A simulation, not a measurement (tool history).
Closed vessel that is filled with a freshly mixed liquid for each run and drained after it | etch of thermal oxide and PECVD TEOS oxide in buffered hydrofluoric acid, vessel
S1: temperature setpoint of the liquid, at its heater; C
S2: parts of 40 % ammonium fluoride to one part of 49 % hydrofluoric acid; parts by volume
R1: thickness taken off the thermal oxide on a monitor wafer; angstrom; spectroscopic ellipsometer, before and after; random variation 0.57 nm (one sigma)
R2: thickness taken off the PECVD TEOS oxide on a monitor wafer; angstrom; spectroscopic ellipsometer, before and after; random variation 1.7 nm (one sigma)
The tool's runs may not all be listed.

Run 1, hour 0.0: S1 23.0 C, S2 7.5 parts by volume, time in the liquid (s) 60. Result: R1 807.22 angstrom, R2 1187.0 angstrom.
Run 2, hour 2.3: S1 25.5 C, S2 7.5 parts by volume, time in the liquid (s) 60. Result: R1 924.09 angstrom, R2 1368.5 angstrom.
Run 3, hour 5.7: S1 27.0 C, S2 7.5 parts by volume, time in the liquid (s) 60. Result: R1 1008.20 angstrom, R2 1487.9 angstrom.
Run 4, hour 6.9: S1 25.0 C, S2 7.5 parts by volume, time in the liquid (s) 60. Result: R1 894.83 angstrom, R2 1321.4 angstrom.
Run 5, hour 8.2: S1 26.5 C, S2 7.5 parts by volume, time in the liquid (s) 60. Result: R1 978.44 angstrom, R2 1458.4 angstrom.
Run 6, hour 15.1: S1 28.0 C, S2 7.5 parts by volume, time in the liquid (s) 60. Result: R1 1051.70 angstrom, R2 1554.2 angstrom.
Run 7, hour 17.8: S1 29.0 C, S2 7.5 parts by volume, time in the liquid (s) 60. Result: R1 1113.90 angstrom, R2 1630.8 angstrom.
Run 8, hour 22.6: S1 29.5 C, S2 7.5 parts by volume, time in the liquid (s) 60. Result: R1 1143.20 angstrom, R2 1717.1 angstrom.

The next listed run, before its measurement:
Run 9, hour 29.1: S1 29.5 C, S2 7.5 parts by volume, time in the liquid (s) 60. Result: R1 ?, R2 ?.

{"run 9": {"R1": 1133.6, "R2": 1695.5}}
